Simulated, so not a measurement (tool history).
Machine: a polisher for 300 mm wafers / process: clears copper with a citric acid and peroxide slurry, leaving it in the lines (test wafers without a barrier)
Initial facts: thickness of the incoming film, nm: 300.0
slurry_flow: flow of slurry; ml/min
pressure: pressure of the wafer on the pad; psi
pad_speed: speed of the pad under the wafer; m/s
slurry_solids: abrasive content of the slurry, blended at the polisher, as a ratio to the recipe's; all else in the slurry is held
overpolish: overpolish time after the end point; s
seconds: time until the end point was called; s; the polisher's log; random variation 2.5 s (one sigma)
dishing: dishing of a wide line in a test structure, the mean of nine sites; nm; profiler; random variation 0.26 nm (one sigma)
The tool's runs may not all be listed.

run  hour  slurry_flow  pressure  pad_speed  slurry_solids  overpolish  seconds  dishing
  1     0          200       2.8       1.12              1          17   106.18   24.806
  2   8.2          200       3.5       1.12              1          17   88.021   30.276
  3   9.9          200         4       1.12              1          17    77.52   32.496
  4  12.1          220         4       1.12              1          17   77.519   32.955
  5  14.4          250         4       1.12              1          17    75.06   32.753
  6  18.2          250         4       1.12              1          23   75.126   39.972
  7    26          245       3.4       0.98              1          24   100.33   34.105
  8  28.4          225       2.6       0.66           0.95          27   189.37   23.145
  9    36          220       2.4       0.66           0.95          27   202.71   21.786
 10  40.2          215       2.2       0.66           0.95          27   221.04   20.917
 11  48.5          210       2.1       0.66           0.95          27   228.18   19.884
 12    57          205         2       0.66           0.95          27   239.89   18.974
 13    65          195         2       0.66           0.95          27   244.35   19.198
 14  67.7          185         2       0.66           0.95          27   241.92   18.636
 15  72.2          175       1.6       0.66           0.95          30   290.24   17.446
 16  77.6          180       1.6       0.66           0.95          30   291.66    17.76
 17  81.3          185       1.6       0.66           0.95          30   292.78   17.866

Run 18 is up next; what results do you expect?
 18  87.4          190       1.6       0.66           0.95          30        ?        ?

{"run 18": {"seconds": 285.32, "dishing": 17.708}}
